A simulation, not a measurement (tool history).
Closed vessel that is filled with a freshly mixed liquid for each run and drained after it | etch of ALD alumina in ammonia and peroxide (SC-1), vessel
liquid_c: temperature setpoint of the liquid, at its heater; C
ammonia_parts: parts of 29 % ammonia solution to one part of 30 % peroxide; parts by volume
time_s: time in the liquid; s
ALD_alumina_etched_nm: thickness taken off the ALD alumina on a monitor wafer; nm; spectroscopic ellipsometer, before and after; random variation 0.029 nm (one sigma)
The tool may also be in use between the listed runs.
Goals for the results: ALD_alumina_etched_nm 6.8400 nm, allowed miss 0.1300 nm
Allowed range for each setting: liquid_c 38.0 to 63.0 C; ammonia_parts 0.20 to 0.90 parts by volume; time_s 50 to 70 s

Run 1, hour 0.0: liquid_c 47.0 C, ammonia_parts 0.50 parts by volume, time_s 70 s. Result: ALD_alumina_etched_nm 4.0100 nm.
Run 2, hour 4.0: liquid_c 42.0 C, ammonia_parts 0.50 parts by volume, time_s 70 s. Result: ALD_alumina_etched_nm 3.0085 nm.
Run 3, hour 9.9: liquid_c 38.0 C, ammonia_parts 0.50 parts by volume, time_s 70 s. Result: ALD_alumina_etched_nm 2.4058 nm.
Run 4, hour 18.3: liquid_c 42.0 C, ammonia_parts 0.50 parts by volume, time_s 70 s. Result: ALD_alumina_etched_nm 3.0120 nm.
Run 5, hour 22.2: liquid_c 45.0 C, ammonia_parts 0.50 parts by volume, time_s 70 s. Result: ALD_alumina_etched_nm 3.5787 nm.
Run 6, hour 25.4: liquid_c 47.5 C, ammonia_parts 0.50 parts by volume, time_s 70 s. Result: ALD_alumina_etched_nm 4.1131 nm.
Run 7, hour 27.0: liquid_c 49.5 C, ammonia_parts 0.50 parts by volume, time_s 70 s. Result: ALD_alumina_etched_nm 4.6082 nm.
Run 8, hour 35.3: liquid_c 51.0 C, ammonia_parts 0.50 parts by volume, time_s 70 s. Result: ALD_alumina_etched_nm 4.9952 nm.
Run 9, hour 38.0: liquid_c 52.0 C, ammonia_parts 0.50 parts by volume, time_s 70 s. Result: ALD_alumina_etched_nm 5.2197 nm.
Run 10, hour 39.5: liquid_c 53.0 C, ammonia_parts 0.50 parts by volume, time_s 70 s. Result: ALD_alumina_etched_nm 5.5286 nm.
Run 11, hour 43.3: liquid_c 57.5 C, ammonia_parts 0.50 parts by volume, time_s 70 s. Result: ALD_alumina_etched_nm 7.0315 nm.

Which one of the following 4 next-run settings gets every result inside its allowed miss? There is exactly one.
Run A, hour 47.1: liquid_c 58.5 C, ammonia_parts 0.35 parts by volume, time_s 70 s. Result: ALD_alumina_etched_nm ?.
Run B, hour 47.1: liquid_c 58.0 C, ammonia_parts 0.50 parts by volume, time_s 70 s. Result: ALD_alumina_etched_nm ?.
Run C, hour 47.1: liquid_c 56.0 C, ammonia_parts 0.55 parts by volume, time_s 70 s. Result: ALD_alumina_etched_nm ?.
Run D, hour 47.1: liquid_c 57.5 C, ammonia_parts 0.40 parts by volume, time_s 70 s. Result: ALD_alumina_etched_nm ?.

move  ALD_alumina_etched_nm
   A                 7.1200
   B                 7.1775
   C                 6.5306
   D                 6.8492
A: lands further from the targets than the last run did
B: lands further from the targets than the last run did
C: the result that was furthest off in the last run now lies on the other side of its target
D: all results land within tolerance of their targets
D meets every target.
